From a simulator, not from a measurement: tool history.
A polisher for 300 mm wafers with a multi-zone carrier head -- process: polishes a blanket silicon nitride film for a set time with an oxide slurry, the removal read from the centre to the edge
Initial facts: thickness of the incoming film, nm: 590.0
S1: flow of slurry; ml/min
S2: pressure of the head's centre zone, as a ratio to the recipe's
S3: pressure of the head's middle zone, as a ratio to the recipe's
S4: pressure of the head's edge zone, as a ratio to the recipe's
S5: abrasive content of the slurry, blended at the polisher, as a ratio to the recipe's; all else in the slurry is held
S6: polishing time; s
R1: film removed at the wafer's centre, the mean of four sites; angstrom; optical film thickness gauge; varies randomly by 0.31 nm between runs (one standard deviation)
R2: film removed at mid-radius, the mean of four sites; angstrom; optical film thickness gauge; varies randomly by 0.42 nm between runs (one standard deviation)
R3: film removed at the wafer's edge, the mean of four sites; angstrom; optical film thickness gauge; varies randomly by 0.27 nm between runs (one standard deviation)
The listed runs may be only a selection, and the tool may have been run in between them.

Run 1, day 0: S1 195 ml/min, S2 1, S3 1, S4 1, S5 1, S6 61 s. Result: R1 450.23 angstrom, R2 421.68 angstrom, R3 424.21 angstrom.
Run 2, day 0.129: S1 195 ml/min, S2 1, S3 1, S4 1, S5 1.1, S6 61 s. Result: R1 478.57 angstrom, R2 440.07 angstrom, R3 445.76 angstrom.
Run 3, day 0.396: S1 185 ml/min, S2 1, S3 1.01, S4 0.95, S5 1.1, S6 61 s. Result: R1 469.27 angstrom, R2 438.13 angstrom, R3 432.71 angstrom.
Run 4, day 0.629: S1 180 ml/min, S2 1.01, S3 1.03, S4 0.91, S5 1.05, S6 61 s. Result: R1 459.12 angstrom, R2 427.37 angstrom, R3 416.03 angstrom.
Run 5, day 0.692: S1 180 ml/min, S2 1.01, S3 1.03, S4 0.95, S5 1.05, S6 61 s. Result: R1 461.57 angstrom, R2 426.72 angstrom, R3 418.1 angstrom.
Run 6, day 0.983: S1 170 ml/min, S2 1.02, S3 1.06, S4 0.93, S5 1.05, S6 61 s. Result: R1 469.1 angstrom, R2 440.79 angstrom, R3 407.93 angstrom.
Run 7, day 1.229: S1 160 ml/min, S2 1.02, S3 1.07, S4 0.91, S5 1.05, S6 61 s. Result: R1 453.36 angstrom, R2 440.78 angstrom, R3 408.66 angstrom.
Run 8, day 1.567: S1 160 ml/min, S2 1.03, S3 1.08, S4 0.89, S5 1.05, S6 61 s. Result: R1 453.32 angstrom, R2 436.03 angstrom, R3 405.86 angstrom.
Run 9, day 1.746: S1 155 ml/min, S2 1.05, S3 1.09, S4 0.87, S5 1.05, S6 61 s. Result: R1 469 angstrom, R2 442.82 angstrom, R3 400.64 angstrom.
Run 10, day 1.979: S1 150 ml/min, S2 1.05, S3 1.09, S4 0.86, S5 1.05, S6 61 s. Result: R1 465.42 angstrom, R2 429.6 angstrom, R3 395.02 angstrom.

Run 11 has not been measured yet. What should we expect?
Run 11, day 2.088: S1 125 ml/min, S2 1.03, S3 1.12, S4 0.81, S5 1.05, S6 61 s. Result: R1 ?, R2 ?, R3 ?.

{"run 11": {"R1": 429.47, "R2": 427.87, "R3": 382.91}}
